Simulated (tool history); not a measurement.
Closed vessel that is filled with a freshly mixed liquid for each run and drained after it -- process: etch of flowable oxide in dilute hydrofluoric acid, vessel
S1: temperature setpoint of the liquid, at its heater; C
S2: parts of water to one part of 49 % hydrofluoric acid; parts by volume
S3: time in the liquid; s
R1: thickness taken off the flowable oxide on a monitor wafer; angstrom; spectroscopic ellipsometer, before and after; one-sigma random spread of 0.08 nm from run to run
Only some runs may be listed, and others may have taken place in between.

run,hour,S1,S2,S3,R1
1,0,21,260,135,131.04
2,8.4,22.5,260,135,139
3,10.5,22.5,170,135,228.05
4,13.8,21,175,135,209.83
5,22.7,21,175,135,210.97
6,28.8,20,180,135,193.49

What does the tool deliver on the next run?
7,32.5,19,180,135,?

Run 7 measured R1 189.12 angstrom.
